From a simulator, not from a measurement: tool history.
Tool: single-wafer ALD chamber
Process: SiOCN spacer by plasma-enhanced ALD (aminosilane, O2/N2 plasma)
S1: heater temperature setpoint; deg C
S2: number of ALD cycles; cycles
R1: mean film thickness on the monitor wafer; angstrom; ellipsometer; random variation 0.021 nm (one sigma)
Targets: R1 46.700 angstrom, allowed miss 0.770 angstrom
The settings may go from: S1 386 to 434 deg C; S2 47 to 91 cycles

run	hour	S1	S2	R1
1	0.0	410	69	41.267
2	4.2	410	63	37.405
3	12.8	410	57	34.131
4	13.5	405	62	37.767
5	15.3	405	53	32.406
6	24.2	401	59	36.456
7	29.6	397	63	38.537
8	30.1	396	67	41.228
9	33.5	395	69	42.582
10	36.0	394	71	43.614
11	40.5	393	72	43.912
12	47.6	392	73	44.994
13	53.4	391	74	45.456

5 next moves are on the table. One of them brings every result within its allowed miss. Which?
A	59.2	389	76	?
B	59.2	386	71	?
C	59.2	393	72	?
D	59.2	389	71	?
E	59.2	396	72	?

move	R1
A	46.447
B	43.391
C	44.003
D	43.391
E	44.003
A: meets every target
B: further off than the last run
C: further off than the last run
D: further off than the last run
E: further off than the last run
Answer: A
